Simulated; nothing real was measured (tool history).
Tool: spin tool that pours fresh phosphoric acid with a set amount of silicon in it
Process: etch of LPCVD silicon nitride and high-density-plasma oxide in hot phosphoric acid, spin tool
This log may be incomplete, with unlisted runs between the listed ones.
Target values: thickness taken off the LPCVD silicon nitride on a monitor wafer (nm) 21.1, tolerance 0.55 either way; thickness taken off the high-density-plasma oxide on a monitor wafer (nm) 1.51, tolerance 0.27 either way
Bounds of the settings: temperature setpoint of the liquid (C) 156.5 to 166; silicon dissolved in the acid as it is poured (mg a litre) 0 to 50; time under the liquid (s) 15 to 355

| run | hour | temperature setpoint of the liquid (C) | silicon dissolved in the acid as it is poured (mg a litre) | time under the liquid (s) | thickness taken off the LPCVD silicon nitride on a monitor wafer (nm) | thickness taken off the high-density-plasma oxide on a monitor wafer (nm) |
|---|---|---|---|---|---|---|
| 1 | 0 | 161 | 26 | 180 | 15.012 | 0.56468 |
| 2 | 7.1 | 162.5 | 26 | 180 | 15.809 | 0.69073 |
| 3 | 12.6 | 163 | 25 | 185 | 16.534 | 0.68072 |
| 4 | 19.1 | 163.5 | 23 | 190 | 17.142 | 0.80879 |
| 5 | 25.7 | 163.5 | 33.5 | 190 | 17.336 | 0.5263 |
| 6 | 30.3 | 163.5 | 39 | 190 | 17.097 | 0.3969 |
|  | 37.8 | thermometer replaced |
| 7 | 37.8 | 163.5 | 36.5 | 195 | 18.874 | 0.54474 |
| 8 | 39.3 | 163.5 | 34 | 195 | 18.551 | 0.60296 |

Which of these 4 next moves meets every target?
| A | 40.8 | 162.5 | 12 | 225 | ? | ? |
| B | 40.8 | 164 | 23.5 | 160 | ? | ? |
| C | 40.8 | 165 | 10 | 225 | ? | ? |
| D | 40.8 | 164 | 19 | 200 | ? | ? |

| move | thickness taken off the LPCVD silicon nitride on a monitor wafer (nm) | thickness taken off the high-density-plasma oxide on a monitor wafer (nm) |
|---|---|---|
| A | 21.069 | 1.431 |
| B | 15.745 | 0.83171 |
| C | 22.881 | 1.7966 |
| D | 19.681 | 1.1882 |
A: each result inside its tolerance
B: further off than the last run
C: pushes the last run's worst result past its target
D: better than the last run, though not everything is in spec
Move A is the one to make.
